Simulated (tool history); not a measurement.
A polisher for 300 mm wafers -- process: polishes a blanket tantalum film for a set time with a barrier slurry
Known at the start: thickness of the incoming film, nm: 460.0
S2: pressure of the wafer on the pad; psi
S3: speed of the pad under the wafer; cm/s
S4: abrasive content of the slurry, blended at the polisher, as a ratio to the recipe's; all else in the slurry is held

Run 1, hour 0: flow of slurry (ml/min) 150, S2 1.7 psi, S3 128 cm/s, S4 1, polishing time (s) 85. Result: film removed (nm) 125.84.
Run 2, hour 8.9: flow of slurry (ml/min) 150, S2 1.7 psi, S3 114 cm/s, S4 1, polishing time (s) 85. Result: film removed (nm) 116.12.
Run 3, hour 9.7: flow of slurry (ml/min) 150, S2 1.9 psi, S3 118 cm/s, S4 1, polishing time (s) 85. Result: film removed (nm) 133.34.
Run 4, hour 15.2: flow of slurry (ml/min) 150, S2 2.1 psi, S3 122 cm/s, S4 1, polishing time (s) 85. Result: film removed (nm) 151.07.
Run 5, hour 23.2: flow of slurry (ml/min) 150, S2 2.2 psi, S3 126 cm/s, S4 1, polishing time (s) 85. Result: film removed (nm) 159.82.
Run 6, hour 24.3: flow of slurry (ml/min) 150, S2 2.3 psi, S3 132 cm/s, S4 1, polishing time (s) 85. Result: film removed (nm) 175.02.
Run 7, hour 29.8: flow of slurry (ml/min) 150, S2 2.4 psi, S3 136 cm/s, S4 1, polishing time (s) 85. Result: film removed (nm) 189.82.

Run 8 has not been measured yet. What should we expect?
Run 8, hour 34: flow of slurry (ml/min) 150, S2 2.4 psi, S3 136 cm/s, S4 1, polishing time (s) 85. Result: film removed (nm) ?.

film removed (nm): 185.42

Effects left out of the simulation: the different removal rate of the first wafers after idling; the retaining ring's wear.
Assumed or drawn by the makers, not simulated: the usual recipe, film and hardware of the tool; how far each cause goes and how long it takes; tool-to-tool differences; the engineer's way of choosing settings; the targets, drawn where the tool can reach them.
